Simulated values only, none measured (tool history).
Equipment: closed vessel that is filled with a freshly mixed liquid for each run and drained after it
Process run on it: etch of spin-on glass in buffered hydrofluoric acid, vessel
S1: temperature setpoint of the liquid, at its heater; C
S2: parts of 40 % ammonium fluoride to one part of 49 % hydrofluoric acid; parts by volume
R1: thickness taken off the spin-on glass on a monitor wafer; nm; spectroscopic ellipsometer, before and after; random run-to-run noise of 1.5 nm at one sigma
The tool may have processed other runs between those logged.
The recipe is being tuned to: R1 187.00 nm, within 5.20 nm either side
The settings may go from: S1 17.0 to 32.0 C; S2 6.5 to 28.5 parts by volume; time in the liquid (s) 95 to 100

{"run": 1, "hour": 0.0, "S1": 25.0, "S2": 17.5, "time in the liquid (s)": 95, "R1": 262.6}
{"run": 2, "hour": 3.5, "S1": 23.5, "S2": 17.5, "time in the liquid (s)": 95, "R1": 236.62}
{"run": 3, "hour": 5.1, "S1": 23.5, "S2": 17.5, "time in the liquid (s)": 100, "R1": 252.32}
{"run": 4, "hour": 6.5, "S1": 22.5, "S2": 17.5, "time in the liquid (s)": 100, "R1": 241.34}
{"run": 5, "hour": 8.4, "S1": 22.5, "S2": 14.0, "time in the liquid (s)": 100, "R1": 298.6}
{"run": 6, "hour": 13.2, "S1": 21.5, "S2": 14.5, "time in the liquid (s)": 100, "R1": 270.92}
{"run": 7, "hour": 14.8, "S1": 20.5, "S2": 15.0, "time in the liquid (s)": 100, "R1": 245.39}
{"run": 8, "hour": 18.0, "S1": 20.0, "S2": 15.0, "time in the liquid (s)": 100, "R1": 241.3}
{"run": 9, "hour": 25.1, "S1": 19.5, "S2": 15.5, "time in the liquid (s)": 100, "R1": 228.98}
{"run": 10, "hour": 32.7, "S1": 19.0, "S2": 15.5, "time in the liquid (s)": 100, "R1": 221.68}
{"run": 11, "hour": 36.6, "S1": 18.5, "S2": 15.5, "time in the liquid (s)": 100, "R1": 214.52}
{"run": 12, "hour": 39.6, "S1": 18.0, "S2": 15.5, "time in the liquid (s)": 100, "R1": 209.13}
{"run": 13, "hour": 45.7, "S1": 17.5, "S2": 16.0, "time in the liquid (s)": 100, "R1": 193.37}

Next run, 4 choices. One meets every target within its allowed miss, the rest don't. Which?
{"run": "A", "hour": 51.8, "S1": 17.5, "S2": 14.0, "time in the liquid (s)": 95, "R1": "?"}
{"run": "B", "hour": 51.8, "S1": 17.0, "S2": 14.0, "time in the liquid (s)": 95, "R1": "?"}
{"run": "C", "hour": 51.8, "S1": 18.5, "S2": 17.0, "time in the liquid (s)": 100, "R1": "?"}
{"run": "D", "hour": 51.8, "S1": 17.0, "S2": 16.5, "time in the liquid (s)": 100, "R1": "?"}

move=A R1=212.74
move=B R1=206.76
move=C R1=195.78
move=D R1=185.13
A: moves away from the targets compared with the last run
B: moves away from the targets compared with the last run
C: moves away from the targets compared with the last run
D: every result lands within tolerance
Answer: D
